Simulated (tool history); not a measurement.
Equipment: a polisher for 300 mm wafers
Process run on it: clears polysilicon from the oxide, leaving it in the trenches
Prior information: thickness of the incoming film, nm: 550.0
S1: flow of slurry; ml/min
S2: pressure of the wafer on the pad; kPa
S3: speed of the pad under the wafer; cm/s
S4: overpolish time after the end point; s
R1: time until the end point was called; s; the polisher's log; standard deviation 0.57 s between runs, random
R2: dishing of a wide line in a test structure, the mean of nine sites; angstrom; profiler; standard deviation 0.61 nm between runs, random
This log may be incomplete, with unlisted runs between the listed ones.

run	hour	S1	S2	S3	S4	R1	R2
1	0	240	18.6	102	18	47.279	569.03
2	2.8	240	18.6	102	15	46.338	574.15
3	11.8	205	18.6	102	15	48.775	551.45
4	13.8	195	19.3	102	13	47.142	556.49
5	16.4	185	18.6	108	11	46.27	524.85
6	17.7	175	17.2	116	10	45.368	512.19

Run 7 is up next; what results do you expect?
7	20.8	170	15.9	124	9	?	?

Run 7 yielded R1 46.991 s, R2 495.33 angstrom.
